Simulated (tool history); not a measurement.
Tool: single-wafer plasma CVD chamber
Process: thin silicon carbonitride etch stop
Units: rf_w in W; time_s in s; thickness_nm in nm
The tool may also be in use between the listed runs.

run    day  rf_w  time_s  thickness_nm
  1      0   255    23.8        14.638
  2  0.212   220    23.8        14.044
  3  0.446   210    22.8        13.247
  4  0.596   205    22.1        12.676
  5  0.729   205    23.7        13.605
  6  0.829   205    22.4        12.989
  7  0.954   205    22.4         12.95
  8  1.108   200    21.8        12.459
  9  1.442   195    21.4        12.186
 10  1.567   190      21        11.864
 11  1.779   185    20.8        11.634
 12  2.125   185    20.6        11.591
 13  2.192   175    19.6         10.77

Forecast run 14:
 14  2.308   180    19.6             ?

Run 14 gave thickness_nm 10.912 nm.

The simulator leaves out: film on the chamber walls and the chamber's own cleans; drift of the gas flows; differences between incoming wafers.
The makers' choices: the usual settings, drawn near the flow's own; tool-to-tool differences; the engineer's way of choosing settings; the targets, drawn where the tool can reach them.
